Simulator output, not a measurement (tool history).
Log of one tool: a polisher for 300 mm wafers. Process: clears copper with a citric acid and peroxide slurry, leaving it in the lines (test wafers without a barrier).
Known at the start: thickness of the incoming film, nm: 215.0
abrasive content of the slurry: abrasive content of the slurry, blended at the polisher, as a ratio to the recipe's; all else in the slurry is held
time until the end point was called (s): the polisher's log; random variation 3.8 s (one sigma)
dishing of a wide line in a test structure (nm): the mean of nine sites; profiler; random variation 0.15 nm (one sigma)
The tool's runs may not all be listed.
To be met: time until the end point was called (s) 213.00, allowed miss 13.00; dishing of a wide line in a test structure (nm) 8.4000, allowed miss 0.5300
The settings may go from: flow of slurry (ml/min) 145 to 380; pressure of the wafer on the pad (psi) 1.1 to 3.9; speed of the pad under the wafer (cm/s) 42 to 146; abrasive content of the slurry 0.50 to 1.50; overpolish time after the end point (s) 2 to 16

run  hour  flow of slurry (ml/min)  pressure of the wafer on the pad (psi)  speed of the pad under the wafer (cm/s)  abrasive content of the slurry  overpolish time after the end point (s)  time until the end point was called (s)  dishing of a wide line in a test structure (nm)
  1   0.0                      245                                     2.5                                       94                            1.00                                        8                                   150.31                                           8.9158
  2   7.8                      245                                     2.5                                       94                            1.00                                       11                                   142.31                                          11.4620
  3  11.1                      245                                     2.5                                       94                            1.00                                       13                                   146.46                                          13.1950
  4  18.9                      225                                     2.5                                       94                            1.00                                       13                                   144.81                                          12.9930
  5  20.7                      225                                     2.3                                       94                            1.00                                       13                                   159.35                                          12.3240
  6  29.2                      165                                     2.3                                       94                            1.00                                       13                                   161.91                                          12.1670
  7  37.2                      165                                     2.1                                       94                            1.00                                       12                                   181.62                                          10.2140
  8  42.3                      165                                     2.0                                       94                            1.00                                       12                                   191.45                                           9.7068
  9  51.0                      165                                     1.9                                       94                            1.00                                       12                                   197.82                                           9.7339

4 next moves are on the table. One of them brings every result within its allowed miss. Which?
  A  59.7                      165                                     1.6                                       82                            1.00                                       11                                        ?                                                ?
  B  59.7                      160                                     1.3                                      108                            1.20                                       11                                        ?                                                ?
  C  59.7                      145                                     1.9                                       78                            0.90                                       10                                        ?                                                ?
  D  59.7                      160                                     1.5                                      110                            1.25                                       11                                        ?                                                ?

move  time until the end point was called (s)  dishing of a wide line in a test structure (nm)
   A                                   252.24                                           7.1365
   B                                   240.47                                           7.4104
   C                                   231.40                                           7.0939
   D                                   204.87                                           8.5169
A: takes the result that was furthest off past its target
B: takes the result that was furthest off past its target
C: takes the result that was furthest off past its target
D: meets every target
Move D is the one to make.
